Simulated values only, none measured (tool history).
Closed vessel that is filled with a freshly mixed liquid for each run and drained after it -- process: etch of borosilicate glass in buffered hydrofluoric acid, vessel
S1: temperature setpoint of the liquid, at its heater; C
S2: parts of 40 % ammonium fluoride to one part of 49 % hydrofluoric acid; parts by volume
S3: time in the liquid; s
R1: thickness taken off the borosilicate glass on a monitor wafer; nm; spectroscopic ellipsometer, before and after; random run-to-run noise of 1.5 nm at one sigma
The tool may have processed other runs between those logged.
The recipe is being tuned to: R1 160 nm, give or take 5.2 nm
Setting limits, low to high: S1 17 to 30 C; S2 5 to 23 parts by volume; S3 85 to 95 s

| run | hour | S1 | S2 | S3 | R1 |
|---|---|---|---|---|---|
| 1 | 0 | 22 | 14 | 85 | 64.613 |
| 2 | 7.3 | 22 | 14 | 85 | 65.354 |
| 3 | 10.1 | 22 | 14 | 95 | 73.394 |
| 4 | 15 | 22 | 15.5 | 95 | 65.186 |
| 5 | 21.6 | 23 | 15 | 95 | 70.99 |
| 6 | 28.1 | 24 | 14 | 95 | 81.447 |
| 7 | 29.1 | 24.5 | 13.5 | 95 | 84.736 |
| 8 | 37.4 | 25 | 13 | 95 | 90.024 |
| 9 | 38.1 | 25.5 | 12.5 | 95 | 97.127 |
| 10 | 41 | 26 | 12 | 95 | 104.35 |
| 11 | 45.3 | 26.5 | 11.5 | 95 | 112.56 |
|  | 46.2 | hydrofluoric acid flow meter replaced |
| 12 | 46.2 | 27 | 11 | 95 | 132.92 |
| 13 | 54.8 | 27.5 | 11 | 95 | 135.93 |
| 14 | 58.5 | 28 | 11 | 95 | 139.47 |
| 15 | 62.8 | 29 | 11 | 95 | 148.48 |

Which of these 5 next moves meets every target?
| A | 67.1 | 29.5 | 12 | 95 | ? |
| B | 67.1 | 29.5 | 12.5 | 95 | ? |
| C | 67.1 | 27.5 | 11 | 95 | ? |
| D | 67.1 | 25 | 8.5 | 85 | ? |
| E | 67.1 | 29.5 | 10 | 90 | ? |

| move | R1 |
|---|---|
| A | 140.04 |
| B | 134.52 |
| C | 137.46 |
| D | 134.94 |
| E | 158.73 |
A: the biggest miss grows against the last run
B: the biggest miss grows against the last run
C: the biggest miss grows against the last run
D: the biggest miss grows against the last run
E: hits every target within its allowed miss
The move that meets every target is E.
